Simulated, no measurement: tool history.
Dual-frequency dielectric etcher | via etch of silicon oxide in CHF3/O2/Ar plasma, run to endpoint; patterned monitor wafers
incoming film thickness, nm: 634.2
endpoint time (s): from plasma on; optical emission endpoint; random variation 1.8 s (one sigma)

run 1 hour=0.0 | source_power_(W)=830 bias_power_(W)=172 | endpoint_time_(s)=279.77
run 2 hour=7.6 | source_power_(W)=900 bias_power_(W)=181 | endpoint_time_(s)=261.33
run 3 hour=8.8 | source_power_(W)=950 bias_power_(W)=183 | endpoint_time_(s)=255.20
run 4 hour=10.6 | source_power_(W)=870 bias_power_(W)=183 | endpoint_time_(s)=269.58
run 5 hour=16.0 | source_power_(W)=870 bias_power_(W)=213 | endpoint_time_(s)=249.63
run 6 hour=17.6 | source_power_(W)=870 bias_power_(W)=184 | endpoint_time_(s)=264.82
run 7 hour=21.3 | source_power_(W)=920 bias_power_(W)=187 | endpoint_time_(s)=252.65

Run 8 comes next. What will it give?
run 8 hour=27.4 | source_power_(W)=950 bias_power_(W)=188 | endpoint_time_(s)=?

Run 8 gave endpoint time (s) 255.80.
